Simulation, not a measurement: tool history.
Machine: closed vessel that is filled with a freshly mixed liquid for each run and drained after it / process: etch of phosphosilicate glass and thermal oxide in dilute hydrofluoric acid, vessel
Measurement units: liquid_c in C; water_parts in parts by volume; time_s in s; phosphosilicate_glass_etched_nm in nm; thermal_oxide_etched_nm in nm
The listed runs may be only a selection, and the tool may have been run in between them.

run	hour	liquid_c	water_parts	time_s	phosphosilicate_glass_etched_nm	thermal_oxide_etched_nm
1	0	23	120	60	46.571	2.2076
2	2.2	23	75	60	76.477	3.7682
3	5.4	23	105	60	53.857	2.5899
4	11.8	24.5	105	60	56.773	2.7133
5	18.1	27.5	105	60	63.408	3.0653
6	24.4	27.5	135	60	47.858	2.3102

Estimate the outcome of run 7 from the log above:
7	28.8	28	130	60	?	?

Run 7 produced phosphosilicate_glass_etched_nm 51.449 nm, thermal_oxide_etched_nm 2.4295 nm.

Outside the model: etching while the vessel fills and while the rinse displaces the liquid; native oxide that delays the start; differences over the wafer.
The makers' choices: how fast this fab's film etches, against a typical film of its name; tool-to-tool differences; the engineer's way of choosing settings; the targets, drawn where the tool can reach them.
